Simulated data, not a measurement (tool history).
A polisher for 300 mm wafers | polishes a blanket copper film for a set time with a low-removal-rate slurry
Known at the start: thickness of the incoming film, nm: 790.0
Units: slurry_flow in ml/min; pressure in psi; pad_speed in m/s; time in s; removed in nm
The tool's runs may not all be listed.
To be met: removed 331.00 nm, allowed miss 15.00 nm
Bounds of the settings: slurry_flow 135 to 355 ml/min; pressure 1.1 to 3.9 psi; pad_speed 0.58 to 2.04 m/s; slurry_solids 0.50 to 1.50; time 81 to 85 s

run  hour  slurry_flow  pressure  pad_speed  slurry_solids  time  removed
  1   0.0          225       2.5       1.30           1.00    81   257.87
  2   4.5          225       2.6       1.30           1.00    81   272.69
  3   7.4          225       2.6       1.30           0.85    81   269.56
  4  15.9          225       3.0       1.30           0.85    81   302.49
  5  19.7          190       3.0       1.30           0.85    81   301.63
  6  23.0          190       3.0       1.00           0.85    81   231.74
  7  25.8          190       3.0       1.00           0.85    81   235.21
  8  28.7          190       3.2       1.00           0.85    81   248.65
  9  33.1          190       3.3       1.02           0.85    81   260.44
 10  35.0          190       3.4       1.04           0.85    81   268.89
 11  41.2          190       3.5       1.06           0.85    81   288.54

Which of these 4 next moves meets every target?
  A  47.4          245       3.9       1.08           1.05    85        ?
  B  47.4          215       3.3       1.30           0.65    85        ?
  C  47.4          180       3.6       1.28           0.85    85        ?
  D  47.4          170       3.9       1.18           0.85    85        ?

move  removed
   A   360.74
   B   326.85
   C   363.13
   D   360.41
A: takes the result that was furthest off past its target
B: meets every target
C: takes the result that was furthest off past its target
D: takes the result that was furthest off past its target
Move B is the one to make.
